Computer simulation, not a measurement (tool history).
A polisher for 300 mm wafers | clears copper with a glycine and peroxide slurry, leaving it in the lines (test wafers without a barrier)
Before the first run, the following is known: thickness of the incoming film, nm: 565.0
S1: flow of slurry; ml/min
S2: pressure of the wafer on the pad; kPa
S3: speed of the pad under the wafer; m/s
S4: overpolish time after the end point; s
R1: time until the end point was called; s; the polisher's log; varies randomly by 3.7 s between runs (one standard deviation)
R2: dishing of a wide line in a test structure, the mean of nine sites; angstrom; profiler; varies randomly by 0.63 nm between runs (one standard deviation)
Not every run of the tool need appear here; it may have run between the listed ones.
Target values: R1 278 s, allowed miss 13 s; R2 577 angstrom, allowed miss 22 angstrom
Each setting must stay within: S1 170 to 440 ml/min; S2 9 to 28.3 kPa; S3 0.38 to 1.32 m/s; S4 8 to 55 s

run 1 hour=0 | S1=280 S2=18.6 S3=0.84 S4=28 | R1=144.71 R2=683.6
run 2 hour=8.9 | S1=280 S2=17.2 S3=0.8 S4=30 | R1=166.48 R2=664.44
run 3 hour=11 | S1=280 S2=15.9 S3=0.8 S4=31 | R1=172.54 R2=662.5
run 4 hour=12.2 | S1=280 S2=15.2 S3=0.78 S4=32 | R1=187.69 R2=633.24
run 5 hour=20.7 | S1=280 S2=15.2 S3=0.92 S4=32 | R1=160.09 R2=688.39
run 6 hour=24.8 | S1=280 S2=15.2 S3=1.02 S4=32 | R1=149.87 R2=745.22
run 7 hour=27.8 | S1=280 S2=14.5 S3=0.98 S4=33 | R1=160.66 R2=709.26
run 8 hour=29.3 | S1=280 S2=13.8 S3=0.94 S4=34 | R1=169.02 R2=694.52
run 9 hour=31 | S1=280 S2=13.1 S3=0.9 S4=35 | R1=183.24 R2=688.21

Which one of the following 4 next-run settings gets every result inside its allowed miss? There is exactly one.
run A hour=32.7 | S1=245 S2=9.7 S3=0.86 S4=41 | R1=? R2=?
run B hour=32.7 | S1=315 S2=9 S3=0.72 S4=43 | R1=? R2=?
run C hour=32.7 | S1=275 S2=9.7 S3=0.8 S4=45 | R1=? R2=?
run D hour=32.7 | S1=315 S2=16.5 S3=1.32 S4=34 | R1=? R2=?

move=A R1=239.39 R2=607.24
move=B R1=273.72 R2=571.53
move=C R1=247.74 R2=638.47
move=D R1=111.53 R2=936.29
A: nearer than the last run, and not there yet
B: all results land within tolerance of their targets
C: nearer than the last run, and not there yet
D: moves away from the targets compared with the last run
The move that meets every target is B.

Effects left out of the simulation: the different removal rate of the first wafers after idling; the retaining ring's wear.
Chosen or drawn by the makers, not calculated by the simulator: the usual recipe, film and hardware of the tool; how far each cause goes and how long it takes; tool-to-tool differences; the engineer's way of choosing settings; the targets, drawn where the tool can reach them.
